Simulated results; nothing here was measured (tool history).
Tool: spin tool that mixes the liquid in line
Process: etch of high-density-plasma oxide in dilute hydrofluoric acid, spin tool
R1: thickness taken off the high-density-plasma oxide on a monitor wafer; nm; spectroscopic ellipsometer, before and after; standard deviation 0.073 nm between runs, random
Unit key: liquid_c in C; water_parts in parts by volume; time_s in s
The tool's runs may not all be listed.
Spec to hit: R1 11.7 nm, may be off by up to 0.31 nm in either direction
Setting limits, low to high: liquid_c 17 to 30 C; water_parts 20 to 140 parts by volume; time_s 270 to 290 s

Run 1, hour 0: liquid_c 22 C, water_parts 75 parts by volume, time_s 270 s. Result: R1 17.462 nm.
Run 2, hour 2.1: liquid_c 22 C, water_parts 75 parts by volume, time_s 270 s. Result: R1 17.417 nm.
Run 3, hour 9.1: liquid_c 22 C, water_parts 60 parts by volume, time_s 270 s. Result: R1 22.154 nm.
Run 4, hour 14.1: liquid_c 21.5 C, water_parts 65 parts by volume, time_s 270 s. Result: R1 19.795 nm.
Run 5, hour 16.7: liquid_c 21.5 C, water_parts 85 parts by volume, time_s 270 s. Result: R1 14.747 nm.
Run 6, hour 18.8: liquid_c 21 C, water_parts 85 parts by volume, time_s 270 s. Result: R1 14.648 nm.
Run 7, hour 27.6: liquid_c 20.5 C, water_parts 85 parts by volume, time_s 270 s. Result: R1 14.33 nm.
Run 8, hour 35.5: liquid_c 20 C, water_parts 85 parts by volume, time_s 270 s. Result: R1 14.03 nm.

Which single option among these 5 for the next run brings every result within its allowed miss of target? Just one does.
Run A, hour 43.4: liquid_c 18 C, water_parts 60 parts by volume, time_s 270 s. Result: R1 ?.
Run B, hour 43.4: liquid_c 18 C, water_parts 95 parts by volume, time_s 280 s. Result: R1 ?.
Run C, hour 43.4: liquid_c 18.5 C, water_parts 90 parts by volume, time_s 275 s. Result: R1 ?.
Run D, hour 43.4: liquid_c 17 C, water_parts 85 parts by volume, time_s 270 s. Result: R1 ?.
Run E, hour 43.4: liquid_c 18.5 C, water_parts 90 parts by volume, time_s 270 s. Result: R1 ?.

move      R1
   A  18.709
   B   11.79
   C   12.55
   D  12.312
   E  12.321
A: the biggest miss grows against the last run
B: meets every target
C: nearer the targets than the last run, but a result is still out of spec
D: nearer the targets than the last run, but a result is still out of spec
E: nearer the targets than the last run, but a result is still out of spec
So the answer is move B, the one that meets all the targets.
